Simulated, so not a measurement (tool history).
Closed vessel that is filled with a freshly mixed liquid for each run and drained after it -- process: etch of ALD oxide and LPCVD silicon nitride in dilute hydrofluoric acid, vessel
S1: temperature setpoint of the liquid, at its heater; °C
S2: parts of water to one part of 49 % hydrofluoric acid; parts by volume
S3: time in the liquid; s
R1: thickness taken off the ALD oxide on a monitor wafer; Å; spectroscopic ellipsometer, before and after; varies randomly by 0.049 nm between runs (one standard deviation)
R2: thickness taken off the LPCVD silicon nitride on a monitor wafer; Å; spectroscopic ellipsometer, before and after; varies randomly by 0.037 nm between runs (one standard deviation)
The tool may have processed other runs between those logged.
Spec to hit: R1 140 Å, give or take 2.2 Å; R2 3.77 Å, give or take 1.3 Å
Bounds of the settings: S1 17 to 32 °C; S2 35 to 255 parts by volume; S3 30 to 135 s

Run 1, hour 0: S1 24 °C, S2 145 parts by volume, S3 70 s. Result: R1 68.08 Å, R2 2.3729 Å.
Run 2, hour 2.8: S1 24 °C, S2 145 parts by volume, S3 95 s. Result: R1 91.214 Å, R2 2.3237 Å.
Run 3, hour 8.4: S1 25 °C, S2 145 parts by volume, S3 95 s. Result: R1 95.209 Å, R2 3.0226 Å.
Run 4, hour 15.8: S1 25.5 °C, S2 140 parts by volume, S3 95 s. Result: R1 101.87 Å, R2 2.7925 Å.
Run 5, hour 22.6: S1 26.5 °C, S2 140 parts by volume, S3 95 s. Result: R1 105.19 Å, R2 3.0264 Å.
Run 6, hour 28.8: S1 27 °C, S2 140 parts by volume, S3 95 s. Result: R1 106.85 Å, R2 2.9099 Å.
At hour 31.6: hydrofluoric acid flow meter replaced.
Run 7, hour 31.6: S1 27.5 °C, S2 140 parts by volume, S3 95 s. Result: R1 121.95 Å, R2 3.8255 Å.
Run 8, hour 35.9: S1 28.5 °C, S2 140 parts by volume, S3 95 s. Result: R1 125.71 Å, R2 4.4605 Å.
Run 9, hour 40.2: S1 29 °C, S2 135 parts by volume, S3 95 s. Result: R1 133.83 Å, R2 4.6867 Å.

Exercise: of the 5 proposed moves below, exactly one satisfies all targets within the stated allowed misses. Which move is it?
Run A, hour 44.5: S1 24 °C, S2 130 parts by volume, S3 110 s. Result: R1 ?, R2 ?.
Run B, hour 44.5: S1 25 °C, S2 150 parts by volume, S3 125 s. Result: R1 ?, R2 ?.
Run C, hour 44.5: S1 25 °C, S2 140 parts by volume, S3 115 s. Result: R1 ?, R2 ?.
Run D, hour 44.5: S1 25.5 °C, S2 130 parts by volume, S3 105 s. Result: R1 ?, R2 ?.
Run E, hour 44.5: S1 22 °C, S2 130 parts by volume, S3 125 s. Result: R1 ?, R2 ?.

move      R1      R2
   A  133.93  3.6955
   B  133.88   3.887
   C  133.53  3.8297
   D  135.44  3.8866
   E  140.74   3.683
A: neither nearer nor further off than the last run
B: neither nearer nor further off than the last run
C: neither nearer nor further off than the last run
D: nearer than the last run, and not there yet
E: each result inside its tolerance
E is the move that brings every result within its allowed miss.

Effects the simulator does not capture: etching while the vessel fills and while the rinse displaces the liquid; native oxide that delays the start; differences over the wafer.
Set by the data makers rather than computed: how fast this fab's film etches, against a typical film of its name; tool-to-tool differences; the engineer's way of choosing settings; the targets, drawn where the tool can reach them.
